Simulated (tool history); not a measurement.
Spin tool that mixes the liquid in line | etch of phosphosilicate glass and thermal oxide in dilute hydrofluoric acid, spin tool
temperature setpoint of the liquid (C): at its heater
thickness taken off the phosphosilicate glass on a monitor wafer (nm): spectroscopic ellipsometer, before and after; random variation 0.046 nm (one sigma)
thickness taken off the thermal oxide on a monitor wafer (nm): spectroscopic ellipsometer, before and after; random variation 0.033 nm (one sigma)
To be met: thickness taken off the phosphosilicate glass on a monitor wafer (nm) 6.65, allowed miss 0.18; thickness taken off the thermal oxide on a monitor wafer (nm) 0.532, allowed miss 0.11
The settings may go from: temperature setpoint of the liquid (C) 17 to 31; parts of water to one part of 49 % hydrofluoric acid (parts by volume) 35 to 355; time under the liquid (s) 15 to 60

| run | hour | temperature setpoint of the liquid (C) | parts of water to one part of 49 % hydrofluoric acid (parts by volume) | time under the liquid (s) | thickness taken off the phosphosilicate glass on a monitor wafer (nm) | thickness taken off the thermal oxide on a monitor wafer (nm) |
|---|---|---|---|---|---|---|
| 1 | 0 | 23 | 195 | 30 | 7.8296 | 0.64591 |
| 2 | 3.8 | 22 | 195 | 30 | 7.581 | 0.67485 |
| 3 | 5.9 | 22 | 155 | 30 | 9.8822 | 0.90125 |
| 4 | 14.8 | 21 | 155 | 30 | 9.5669 | 0.74727 |
| 5 | 16.9 | 21 | 155 | 25 | 7.899 | 0.73447 |
| 6 | 22.6 | 20 | 155 | 25 | 7.6548 | 0.60387 |
| 7 | 26.6 | 20 | 160 | 25 | 7.3466 | 0.55737 |
| 8 | 31 | 20 | 165 | 25 | 7.0821 | 0.56587 |

Which of these 5 next moves meets every target?
| A | 35.4 | 18 | 175 | 30 | ? | ? |
| B | 35.4 | 17 | 220 | 40 | ? | ? |
| C | 35.4 | 23 | 135 | 20 | ? | ? |
| D | 35.4 | 17 | 145 | 25 | ? | ? |
| E | 35.4 | 17 | 235 | 40 | ? | ? |

| move | thickness taken off the phosphosilicate glass on a monitor wafer (nm) | thickness taken off the thermal oxide on a monitor wafer (nm) |
|---|---|---|
| A | 7.4251 | 0.59083 |
| B | 7.2585 | 0.57757 |
| C | 8.1522 | 0.64868 |
| D | 7.3825 | 0.58744 |
| E | 6.705 | 0.53353 |
A: further off than the last run
B: further off than the last run
C: further off than the last run
D: further off than the last run
E: meets every target
Answer: E

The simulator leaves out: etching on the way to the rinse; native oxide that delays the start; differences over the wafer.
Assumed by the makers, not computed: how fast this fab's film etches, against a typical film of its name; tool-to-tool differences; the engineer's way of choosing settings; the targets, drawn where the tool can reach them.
